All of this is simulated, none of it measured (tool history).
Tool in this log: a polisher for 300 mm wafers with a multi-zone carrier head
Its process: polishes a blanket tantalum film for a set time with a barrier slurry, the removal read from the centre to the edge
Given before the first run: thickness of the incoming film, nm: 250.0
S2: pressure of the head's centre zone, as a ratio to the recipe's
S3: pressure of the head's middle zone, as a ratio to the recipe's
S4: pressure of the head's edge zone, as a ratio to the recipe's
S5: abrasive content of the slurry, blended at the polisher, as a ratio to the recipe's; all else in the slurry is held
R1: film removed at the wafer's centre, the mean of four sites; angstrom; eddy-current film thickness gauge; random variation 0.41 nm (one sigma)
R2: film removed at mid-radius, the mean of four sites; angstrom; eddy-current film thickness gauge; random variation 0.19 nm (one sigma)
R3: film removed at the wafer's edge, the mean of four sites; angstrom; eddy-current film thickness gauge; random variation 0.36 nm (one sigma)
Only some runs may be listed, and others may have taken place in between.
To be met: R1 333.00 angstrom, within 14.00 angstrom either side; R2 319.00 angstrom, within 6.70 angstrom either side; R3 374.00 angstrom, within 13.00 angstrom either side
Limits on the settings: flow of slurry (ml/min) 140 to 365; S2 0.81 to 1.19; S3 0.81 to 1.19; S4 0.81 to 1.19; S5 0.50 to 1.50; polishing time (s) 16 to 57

Run 1, hour 0.0: flow of slurry (ml/min) 235, S2 1.00, S3 1.00, S4 1.00, S5 1.00, polishing time (s) 36. Result: R1 738.69 angstrom, R2 729.28 angstrom, R3 735.15 angstrom.
Run 2, hour 1.5: flow of slurry (ml/min) 235, S2 1.00, S3 1.00, S4 1.00, S5 0.90, polishing time (s) 36. Result: R1 723.04 angstrom, R2 702.62 angstrom, R3 709.51 angstrom.
Run 3, hour 6.4: flow of slurry (ml/min) 235, S2 1.00, S3 1.06, S4 1.00, S5 0.90, polishing time (s) 36. Result: R1 708.34 angstrom, R2 732.14 angstrom, R3 724.28 angstrom.
Run 4, hour 11.8: flow of slurry (ml/min) 235, S2 1.00, S3 1.06, S4 1.00, S5 0.90, polishing time (s) 42. Result: R1 838.00 angstrom, R2 853.08 angstrom, R3 838.83 angstrom.
Run 5, hour 20.4: flow of slurry (ml/min) 235, S2 1.00, S3 1.09, S4 1.00, S5 0.90, polishing time (s) 42. Result: R1 840.22 angstrom, R2 878.10 angstrom, R3 827.74 angstrom.
Run 6, hour 27.0: flow of slurry (ml/min) 235, S2 1.00, S3 1.09, S4 1.00, S5 0.90, polishing time (s) 47. Result: R1 926.49 angstrom, R2 971.23 angstrom, R3 935.11 angstrom.
Run 7, hour 28.7: flow of slurry (ml/min) 215, S2 0.97, S3 1.04, S4 0.99, S5 0.80, polishing time (s) 41. Result: R1 761.08 angstrom, R2 779.74 angstrom, R3 750.46 angstrom.
Run 8, hour 29.7: flow of slurry (ml/min) 210, S2 0.95, S3 1.00, S4 1.02, S5 0.75, polishing time (s) 36. Result: R1 633.88 angstrom, R2 643.19 angstrom, R3 658.31 angstrom.
Run 9, hour 32.4: flow of slurry (ml/min) 200, S2 0.93, S3 0.97, S4 1.03, S5 0.70, polishing time (s) 33. Result: R1 548.21 angstrom, R2 550.15 angstrom, R3 590.46 angstrom.
Run 10, hour 41.1: flow of slurry (ml/min) 160, S2 0.83, S3 0.87, S4 0.93, S5 0.50, polishing time (s) 23. Result: R1 280.34 angstrom, R2 282.47 angstrom, R3 319.85 angstrom.
Run 11, hour 43.2: flow of slurry (ml/min) 180, S2 0.84, S3 0.87, S4 0.95, S5 0.50, polishing time (s) 23. Result: R1 290.91 angstrom, R2 289.21 angstrom, R3 328.67 angstrom.
Run 12, hour 49.7: flow of slurry (ml/min) 195, S2 0.85, S3 0.87, S4 0.97, S5 0.50, polishing time (s) 23. Result: R1 294.94 angstrom, R2 293.61 angstrom, R3 332.17 angstrom.
Run 13, hour 57.3: flow of slurry (ml/min) 200, S2 0.86, S3 0.87, S4 1.00, S5 0.50, polishing time (s) 23. Result: R1 299.03 angstrom, R2 290.73 angstrom, R3 335.40 angstrom.
Run 14, hour 65.4: flow of slurry (ml/min) 205, S2 0.87, S3 0.88, S4 1.02, S5 0.50, polishing time (s) 23. Result: R1 298.04 angstrom, R2 297.68 angstrom, R3 341.96 angstrom.
Run 15, hour 68.4: flow of slurry (ml/min) 210, S2 0.89, S3 0.88, S4 1.04, S5 0.50, polishing time (s) 23. Result: R1 314.13 angstrom, R2 294.38 angstrom, R3 348.10 angstrom.
Run 16, hour 74.0: flow of slurry (ml/min) 275, S2 0.87, S3 0.94, S4 1.10, S5 0.55, polishing time (s) 23. Result: R1 335.02 angstrom, R2 345.79 angstrom, R3 388.79 angstrom.

Which one of the following 5 next-run settings gets every result inside its allowed miss? There is exactly one.
Run A, hour 79.6: flow of slurry (ml/min) 245, S2 0.89, S3 0.94, S4 0.97, S5 0.50, polishing time (s) 24. Result: R1 ?, R2 ?, R3 ?.
Run B, hour 79.6: flow of slurry (ml/min) 350, S2 0.81, S3 0.90, S4 1.17, S5 0.80, polishing time (s) 19. Result: R1 ?, R2 ?, R3 ?.
Run C, hour 79.6: flow of slurry (ml/min) 250, S2 0.92, S3 1.08, S4 1.10, S5 0.50, polishing time (s) 24. Result: R1 ?, R2 ?, R3 ?.
Run D, hour 79.6: flow of slurry (ml/min) 320, S2 0.89, S3 0.89, S4 1.12, S5 0.65, polishing time (s) 20. Result: R1 ?, R2 ?, R3 ?.
Run E, hour 79.6: flow of slurry (ml/min) 250, S2 0.85, S3 0.84, S4 1.19, S5 0.60, polishing time (s) 23. Result: R1 ?, R2 ?, R3 ?.

move      R1      R2      R3
   A  333.65  334.11  361.45
   B  324.01  334.96  402.85
   C  343.54  376.52  380.48
   D  331.40  316.23  377.52
   E  343.32  324.52  420.03
A: closer than the last run, but not yet in spec
B: closer than the last run, but not yet in spec
C: misses by more than the last run did
D: hits every target within its allowed miss
E: brings the last run's worst result on target, with another outside its allowed miss
D meets every target.
